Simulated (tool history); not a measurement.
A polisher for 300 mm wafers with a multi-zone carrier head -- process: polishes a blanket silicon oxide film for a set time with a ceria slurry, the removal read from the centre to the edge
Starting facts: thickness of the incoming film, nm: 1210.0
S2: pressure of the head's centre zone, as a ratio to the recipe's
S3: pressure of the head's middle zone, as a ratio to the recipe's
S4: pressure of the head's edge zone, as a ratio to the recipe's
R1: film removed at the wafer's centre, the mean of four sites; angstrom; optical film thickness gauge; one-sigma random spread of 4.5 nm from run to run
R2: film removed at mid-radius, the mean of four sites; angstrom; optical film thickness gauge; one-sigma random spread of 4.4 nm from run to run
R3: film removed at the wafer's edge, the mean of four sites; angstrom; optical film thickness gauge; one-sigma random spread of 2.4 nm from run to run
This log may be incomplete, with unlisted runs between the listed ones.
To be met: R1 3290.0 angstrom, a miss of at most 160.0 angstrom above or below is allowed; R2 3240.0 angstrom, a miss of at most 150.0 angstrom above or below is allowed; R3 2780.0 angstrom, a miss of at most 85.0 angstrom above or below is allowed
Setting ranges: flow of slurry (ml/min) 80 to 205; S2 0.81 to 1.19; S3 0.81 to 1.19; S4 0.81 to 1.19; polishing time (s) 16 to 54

Run 1, day 0.000: flow of slurry (ml/min) 135, S2 1.00, S3 1.00, S4 1.00, polishing time (s) 35. Result: R1 1947.1 angstrom, R2 2042.4 angstrom, R3 1951.5 angstrom.
Run 2, day 0.146: flow of slurry (ml/min) 110, S2 1.00, S3 1.00, S4 1.00, polishing time (s) 35. Result: R1 1932.5 angstrom, R2 1995.7 angstrom, R3 1899.0 angstrom.
Run 3, day 0.288: flow of slurry (ml/min) 110, S2 1.00, S3 0.91, S4 1.00, polishing time (s) 35. Result: R1 1838.7 angstrom, R2 1804.7 angstrom, R3 1916.3 angstrom.
Run 4, day 0.350: flow of slurry (ml/min) 110, S2 1.00, S3 0.91, S4 1.07, polishing time (s) 35. Result: R1 1947.1 angstrom, R2 1773.3 angstrom, R3 1975.3 angstrom.
Run 5, day 0.408: flow of slurry (ml/min) 125, S2 1.02, S3 0.99, S4 1.09, polishing time (s) 38. Result: R1 2127.2 angstrom, R2 2202.0 angstrom, R3 2184.3 angstrom.
Run 6, day 0.746: flow of slurry (ml/min) 125, S2 1.02, S3 0.99, S4 1.17, polishing time (s) 38. Result: R1 2135.1 angstrom, R2 2216.6 angstrom, R3 2265.0 angstrom.
Run 7, day 1.050: flow of slurry (ml/min) 135, S2 1.07, S3 1.01, S4 1.13, polishing time (s) 40. Result: R1 2372.8 angstrom, R2 2376.3 angstrom, R3 2362.4 angstrom.
Run 8, day 1.354: flow of slurry (ml/min) 145, S2 1.11, S3 1.04, S4 1.10, polishing time (s) 42. Result: R1 2691.9 angstrom, R2 2558.1 angstrom, R3 2440.4 angstrom.
Run 9, day 1.579: flow of slurry (ml/min) 155, S2 1.13, S3 1.07, S4 1.11, polishing time (s) 43. Result: R1 2849.5 angstrom, R2 2742.1 angstrom, R3 2600.5 angstrom.
Run 10, day 1.812: flow of slurry (ml/min) 165, S2 1.15, S3 1.10, S4 1.10, polishing time (s) 43. Result: R1 2929.4 angstrom, R2 2863.7 angstrom, R3 2597.8 angstrom.
At day 1.883: worn pad replaced by a new one.
Run 11, day 1.883: flow of slurry (ml/min) 170, S2 1.16, S3 1.12, S4 1.10, polishing time (s) 44. Result: R1 3396.8 angstrom, R2 3272.3 angstrom, R3 2960.3 angstrom.
Run 12, day 2.129: flow of slurry (ml/min) 165, S2 1.16, S3 1.12, S4 1.07, polishing time (s) 44. Result: R1 3340.2 angstrom, R2 3283.7 angstrom, R3 2895.0 angstrom.
Run 13, day 2.500: flow of slurry (ml/min) 165, S2 1.16, S3 1.12, S4 1.06, polishing time (s) 44. Result: R1 3389.3 angstrom, R2 3256.7 angstrom, R3 2889.0 angstrom.

Which of these 4 next moves meets every target?
Run A, day 2.871: flow of slurry (ml/min) 195, S2 1.14, S3 1.07, S4 1.09, polishing time (s) 46. Result: R1 ?, R2 ?, R3 ?.
Run B, day 2.871: flow of slurry (ml/min) 130, S2 1.19, S3 1.16, S4 1.05, polishing time (s) 44. Result: R1 ?, R2 ?, R3 ?.
Run C, day 2.871: flow of slurry (ml/min) 120, S2 1.15, S3 1.08, S4 1.01, polishing time (s) 50. Result: R1 ?, R2 ?, R3 ?.
Run D, day 2.871: flow of slurry (ml/min) 135, S2 1.16, S3 1.19, S4 1.08, polishing time (s) 47. Result: R1 ?, R2 ?, R3 ?.

move      R1      R2      R3
   A  3507.0  3420.0  3105.3
   B  3228.7  3261.8  2776.9
   C  3476.3  3426.1  3075.8
   D  3394.5  3590.6  3013.5
A: its largest miss is bigger than the last run's
B: all results in spec
C: its largest miss is bigger than the last run's
D: its largest miss is bigger than the last run's
Answer: B
